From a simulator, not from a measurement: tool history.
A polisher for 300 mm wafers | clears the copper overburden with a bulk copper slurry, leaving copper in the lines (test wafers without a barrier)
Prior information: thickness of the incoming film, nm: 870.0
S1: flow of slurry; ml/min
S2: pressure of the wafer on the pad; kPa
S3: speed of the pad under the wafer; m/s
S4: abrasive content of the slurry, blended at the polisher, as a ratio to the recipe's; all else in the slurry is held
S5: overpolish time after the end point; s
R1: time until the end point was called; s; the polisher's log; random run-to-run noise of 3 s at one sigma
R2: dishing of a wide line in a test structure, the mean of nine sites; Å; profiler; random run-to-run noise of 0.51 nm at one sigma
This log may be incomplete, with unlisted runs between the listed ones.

{"run": 1, "hour": 0.0, "S1": 155, "S2": 20.7, "S3": 1.22, "S4": 1, "S5": 17, "R1": 66.243, "R2": 1055.1}
{"run": 2, "hour": 2.2, "S1": 155, "S2": 17.9, "S3": 1.1, "S4": 1, "S5": 14, "R1": 83.514, "R2": 801.31}
{"run": 3, "hour": 9.7, "S1": 155, "S2": 14.5, "S3": 1.1, "S4": 1, "S5": 14, "R1": 102.08, "R2": 673.07}
{"run": 4, "hour": 16.7, "S1": 160, "S2": 13.1, "S3": 1.02, "S4": 1, "S5": 12, "R1": 119.5, "R2": 544.94}
{"run": 5, "hour": 23.8, "S1": 125, "S2": 13.1, "S3": 1.02, "S4": 1, "S5": 12, "R1": 121.38, "R2": 517.36}
{"run": 6, "hour": 25.2, "S1": 120, "S2": 12.4, "S3": 1, "S4": 1, "S5": 10, "R1": 136.63, "R2": 425.44}
{"run": 7, "hour": 30.5, "S1": 130, "S2": 10.3, "S3": 1.04, "S4": 1, "S5": 5, "R1": 152.93, "R2": 208.1}
{"run": 8, "hour": 39.0, "S1": 130, "S2": 11.7, "S3": 0.96, "S4": 1, "S5": 5, "R1": 147.01, "R2": 221.75}
{"run": 9, "hour": 41.1, "S1": 130, "S2": 11.7, "S3": 0.92, "S4": 1, "S5": 6, "R1": 148.74, "R2": 252.35}
{"run": 10, "hour": 43.5, "S1": 130, "S2": 12.4, "S3": 0.88, "S4": 1, "S5": 7, "R1": 148.88, "R2": 298.63}
{"run": 11, "hour": 45.9, "S1": 130, "S2": 12.4, "S3": 0.86, "S4": 1, "S5": 7, "R1": 147.13, "R2": 294.35}
{"run": 12, "hour": 51.6, "S1": 130, "S2": 12.4, "S3": 0.84, "S4": 1, "S5": 7, "R1": 157.23, "R2": 282.07}
{"run": 13, "hour": 55.8, "S1": 130, "S2": 13.1, "S3": 0.82, "S4": 1, "S5": 7, "R1": 144.22, "R2": 297.3}
{"run": 14, "hour": 62.9, "S1": 130, "S2": 13.1, "S3": 0.8, "S4": 1, "S5": 7, "R1": 157.28, "R2": 293.07}
{"run": 15, "hour": 65.6, "S1": 130, "S2": 13.8, "S3": 0.8, "S4": 1, "S5": 7, "R1": 139.23, "R2": 304.22}

Run 16 comes next. What will it give?
{"run": 16, "hour": 71.6, "S1": 130, "S2": 13.8, "S3": 0.78, "S4": 1, "S5": 7, "R1": "?", "R2": "?"}

R1: 143.32 s
R2: 287.99 Å
